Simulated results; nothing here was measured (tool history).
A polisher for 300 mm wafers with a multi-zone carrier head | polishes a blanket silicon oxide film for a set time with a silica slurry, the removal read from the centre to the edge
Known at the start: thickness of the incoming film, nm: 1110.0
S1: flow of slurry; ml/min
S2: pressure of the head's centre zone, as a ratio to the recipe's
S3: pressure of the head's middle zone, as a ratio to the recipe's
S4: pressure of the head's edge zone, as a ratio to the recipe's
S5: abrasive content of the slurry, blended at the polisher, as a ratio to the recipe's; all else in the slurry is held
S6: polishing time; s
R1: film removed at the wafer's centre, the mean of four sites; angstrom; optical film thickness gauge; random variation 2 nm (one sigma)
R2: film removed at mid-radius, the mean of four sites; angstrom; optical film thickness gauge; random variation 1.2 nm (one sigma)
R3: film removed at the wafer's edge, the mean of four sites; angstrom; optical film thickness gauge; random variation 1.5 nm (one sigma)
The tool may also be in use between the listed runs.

Run 1, hour 0: S1 270 ml/min, S2 1, S3 1, S4 1, S5 1, S6 68 s. Result: R1 1445.4 angstrom, R2 1393.9 angstrom, R3 1426.7 angstrom.
Run 2, hour 2.1: S1 270 ml/min, S2 1.07, S3 1, S4 1, S5 1, S6 68 s. Result: R1 1523.2 angstrom, R2 1388.3 angstrom, R3 1411.3 angstrom.
Run 3, hour 5.4: S1 270 ml/min, S2 1.07, S3 1, S4 1, S5 0.9, S6 68 s. Result: R1 1483 angstrom, R2 1324.5 angstrom, R3 1360.9 angstrom.
Run 4, hour 10.9: S1 270 ml/min, S2 1.07, S3 0.92, S4 1, S5 0.9, S6 68 s. Result: R1 1450.9 angstrom, R2 1233.1 angstrom, R3 1355.3 angstrom.
Run 5, hour 18.6: S1 230 ml/min, S2 1.07, S3 0.92, S4 1, S5 0.9, S6 68 s. Result: R1 1412.7 angstrom, R2 1200.5 angstrom, R3 1371.7 angstrom.
Run 6, hour 25.5: S1 230 ml/min, S2 1.01, S3 0.92, S4 1, S5 0.9, S6 68 s. Result: R1 1354.5 angstrom, R2 1201.1 angstrom, R3 1323.1 angstrom.
Run 7, hour 26.7: S1 245 ml/min, S2 1.03, S3 0.9, S4 0.95, S5 0.85, S6 68 s. Result: R1 1367.9 angstrom, R2 1173.5 angstrom, R3 1253.9 angstrom.
Run 8, hour 30.2: S1 240 ml/min, S2 1.03, S3 0.88, S4 0.93, S5 0.85, S6 68 s. Result: R1 1328.9 angstrom, R2 1138.3 angstrom, R3 1229.2 angstrom.
Run 9, hour 30.8: S1 240 ml/min, S2 1.04, S3 0.86, S4 0.9, S5 0.85, S6 68 s. Result: R1 1357.5 angstrom, R2 1131.1 angstrom, R3 1216.6 angstrom.

Forecast run 10:
Run 10, hour 32.1: S1 235 ml/min, S2 1.06, S3 0.84, S4 0.84, S5 0.75, S6 68 s. Result: R1 ?, R2 ?, R3 ?.

Run 10 gave R1 1286 angstrom, R2 1029.6 angstrom, R3 1139.4 angstrom.
